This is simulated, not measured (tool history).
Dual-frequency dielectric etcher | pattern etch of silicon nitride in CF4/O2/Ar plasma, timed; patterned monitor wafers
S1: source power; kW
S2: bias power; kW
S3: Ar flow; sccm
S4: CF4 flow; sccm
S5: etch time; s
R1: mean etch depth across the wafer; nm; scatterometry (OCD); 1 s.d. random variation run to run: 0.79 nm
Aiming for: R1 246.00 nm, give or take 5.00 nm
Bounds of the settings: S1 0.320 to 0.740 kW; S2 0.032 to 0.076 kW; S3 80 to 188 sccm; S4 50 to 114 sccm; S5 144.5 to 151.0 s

run 1 hour=0.0 | S1=0.530 S2=0.054 S3=134 S4=82 S5=144.5 | R1=298.21
run 2 hour=1.4 | S1=0.530 S2=0.054 S3=134 S4=95 S5=144.5 | R1=303.08
run 3 hour=10.2 | S1=0.460 S2=0.054 S3=134 S4=95 S5=144.5 | R1=260.91
run 4 hour=11.3 | S1=0.510 S2=0.054 S3=134 S4=95 S5=144.5 | R1=291.22
run 5 hour=13.8 | S1=0.510 S2=0.054 S3=134 S4=88 S5=144.5 | R1=288.02
run 6 hour=22.4 | S1=0.500 S2=0.054 S3=134 S4=88 S5=144.5 | R1=282.07
run 7 hour=30.0 | S1=0.490 S2=0.054 S3=134 S4=88 S5=144.5 | R1=276.27
run 8 hour=30.7 | S1=0.410 S2=0.053 S3=134 S4=88 S5=144.5 | R1=226.93

4 candidate next runs follow, results not yet known. Just one meets every target within its allowed miss. Identify it.
run A hour=31.4 | S1=0.360 S2=0.067 S3=139 S4=81 S5=151.0 | R1=?
run B hour=31.4 | S1=0.420 S2=0.048 S3=115 S4=103 S5=151.0 | R1=?
run C hour=31.4 | S1=0.390 S2=0.045 S3=133 S4=87 S5=148.5 | R1=?
run D hour=31.4 | S1=0.420 S2=0.059 S3=137 S4=92 S5=151.0 | R1=?

move=A R1=219.37
move=B R1=244.66
move=C R1=209.16
move=D R1=253.87
A: lands further from the targets than the last run did
B: each result inside its tolerance
C: lands further from the targets than the last run did
D: pushes the last run's worst result past its target
B is the move that brings every result within its allowed miss.
